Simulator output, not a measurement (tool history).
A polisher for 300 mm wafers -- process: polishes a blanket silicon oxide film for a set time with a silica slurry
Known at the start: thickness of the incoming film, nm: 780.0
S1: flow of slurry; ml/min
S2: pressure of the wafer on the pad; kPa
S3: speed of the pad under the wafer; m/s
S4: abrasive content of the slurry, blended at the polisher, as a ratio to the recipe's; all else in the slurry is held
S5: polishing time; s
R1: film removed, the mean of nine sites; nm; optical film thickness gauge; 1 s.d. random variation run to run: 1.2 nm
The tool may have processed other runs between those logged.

run,day,S1,S2,S3,S4,S5,R1
1,0.000,230,27.6,1.28,1.0,61,195.07
2,0.271,230,27.6,1.28,1.0,64,204.51
3,0.433,230,27.6,1.44,1.0,64,224.28
4,0.467,230,26.2,1.44,1.0,64,211.73
5,0.800,230,24.8,1.44,1.0,64,201.11
6,0.992,230,23.4,1.44,1.0,64,193.55
7,1.300,230,22.1,1.44,1.0,64,181.20
8,1.533,230,21.4,1.44,1.0,64,172.39
9,1.875,230,20.7,1.44,1.0,64,168.08

For run 10, what comes out?
10,2.000,230,20.0,1.44,1.0,64,?

{"run 10": {"R1": 162.0}}

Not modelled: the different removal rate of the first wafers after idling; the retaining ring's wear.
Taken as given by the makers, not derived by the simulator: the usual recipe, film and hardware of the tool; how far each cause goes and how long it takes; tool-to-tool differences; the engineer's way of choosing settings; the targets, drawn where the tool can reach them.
